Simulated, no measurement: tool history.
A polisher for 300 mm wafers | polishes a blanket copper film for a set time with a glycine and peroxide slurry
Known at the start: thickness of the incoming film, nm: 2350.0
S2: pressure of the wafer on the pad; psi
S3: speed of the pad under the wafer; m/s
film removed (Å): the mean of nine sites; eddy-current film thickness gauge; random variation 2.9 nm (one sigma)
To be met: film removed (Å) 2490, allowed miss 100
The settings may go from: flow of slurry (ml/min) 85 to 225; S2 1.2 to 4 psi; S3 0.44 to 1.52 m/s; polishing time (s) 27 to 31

{"run": 1, "hour": 0.0, "flow of slurry (ml/min)": 145, "S2": 2.6, "S3": 0.98, "polishing time (s)": 31, "film removed (Å)": 1783.9}
{"run": 2, "hour": 6.0, "flow of slurry (ml/min)": 160, "S2": 2.6, "S3": 0.98, "polishing time (s)": 31, "film removed (Å)": 1818.5}
{"run": 3, "hour": 7.3, "flow of slurry (ml/min)": 175, "S2": 2.6, "S3": 0.98, "polishing time (s)": 31, "film removed (Å)": 1881.7}
{"run": 4, "hour": 14.1, "flow of slurry (ml/min)": 180, "S2": 2.8, "S3": 0.98, "polishing time (s)": 31, "film removed (Å)": 1951.3}
{"run": 5, "hour": 17.6, "flow of slurry (ml/min)": 180, "S2": 2.8, "S3": 0.98, "polishing time (s)": 31, "film removed (Å)": 1946.9}
{"run": 6, "hour": 21.9, "flow of slurry (ml/min)": 180, "S2": 2.8, "S3": 0.98, "polishing time (s)": 27, "film removed (Å)": 1677.1}
{"run": 7, "hour": 22.5, "flow of slurry (ml/min)": 190, "S2": 3.5, "S3": 1.02, "polishing time (s)": 27, "film removed (Å)": 2031.3}
{"run": 8, "hour": 26.0, "flow of slurry (ml/min)": 190, "S2": 3.6, "S3": 1.06, "polishing time (s)": 27, "film removed (Å)": 2184.1}
{"run": 9, "hour": 28.3, "flow of slurry (ml/min)": 190, "S2": 3.7, "S3": 1.08, "polishing time (s)": 27, "film removed (Å)": 2165.6}
{"run": 10, "hour": 29.6, "flow of slurry (ml/min)": 190, "S2": 3.8, "S3": 1.12, "polishing time (s)": 27, "film removed (Å)": 2301.2}

Which of these 4 next moves meets every target?
{"run": "A", "hour": 30.9, "flow of slurry (ml/min)": 195, "S2": 3.7, "S3": 1.06, "polishing time (s)": 27, "film removed (Å)": "?"}
{"run": "B", "hour": 30.9, "flow of slurry (ml/min)": 165, "S2": 3.5, "S3": 1.34, "polishing time (s)": 29, "film removed (Å)": "?"}
{"run": "C", "hour": 30.9, "flow of slurry (ml/min)": 195, "S2": 4, "S3": 1, "polishing time (s)": 31, "film removed (Å)": "?"}
{"run": "D", "hour": 30.9, "flow of slurry (ml/min)": 215, "S2": 3.7, "S3": 1.14, "polishing time (s)": 31, "film removed (Å)": "?"}

move=A film_removed_(Å)=2165.7
move=B film_removed_(Å)=2677.3
move=C film_removed_(Å)=2496.4
move=D film_removed_(Å)=2681.8
A: further off than the last run
B: takes the result that was furthest off past its target
C: meets every target
D: takes the result that was furthest off past its target
Answer: C

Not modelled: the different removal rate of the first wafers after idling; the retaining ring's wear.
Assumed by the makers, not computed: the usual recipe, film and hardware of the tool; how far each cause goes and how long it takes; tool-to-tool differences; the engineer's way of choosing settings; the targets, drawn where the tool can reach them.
